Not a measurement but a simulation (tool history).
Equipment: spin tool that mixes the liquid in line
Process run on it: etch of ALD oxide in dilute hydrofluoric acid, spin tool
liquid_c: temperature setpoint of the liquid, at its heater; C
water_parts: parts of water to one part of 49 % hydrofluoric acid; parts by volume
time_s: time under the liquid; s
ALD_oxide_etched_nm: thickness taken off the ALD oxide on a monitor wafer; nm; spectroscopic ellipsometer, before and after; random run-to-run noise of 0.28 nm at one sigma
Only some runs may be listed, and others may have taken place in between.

Run 1, hour 0.0: liquid_c 26.0 C, water_parts 90 parts by volume, time_s 75 s. Result: ALD_oxide_etched_nm 9.753 nm.
Run 2, hour 0.7: liquid_c 26.0 C, water_parts 90 parts by volume, time_s 75 s. Result: ALD_oxide_etched_nm 9.917 nm.
Run 3, hour 4.2: liquid_c 28.5 C, water_parts 70 parts by volume, time_s 75 s. Result: ALD_oxide_etched_nm 14.543 nm.
Run 4, hour 12.2: liquid_c 30.5 C, water_parts 70 parts by volume, time_s 75 s. Result: ALD_oxide_etched_nm 15.758 nm.
Run 5, hour 18.6: liquid_c 31.5 C, water_parts 60 parts by volume, time_s 75 s. Result: ALD_oxide_etched_nm 19.443 nm.
Run 6, hour 23.2: liquid_c 32.5 C, water_parts 55 parts by volume, time_s 75 s. Result: ALD_oxide_etched_nm 22.013 nm.

Run 7, settings as shown, results not yet in. Your forecast:
Run 7, hour 29.4: liquid_c 33.0 C, water_parts 50 parts by volume, time_s 75 s. Result: ALD_oxide_etched_nm ?.

{"run 7": {"ALD_oxide_etched_nm": 24.753}}
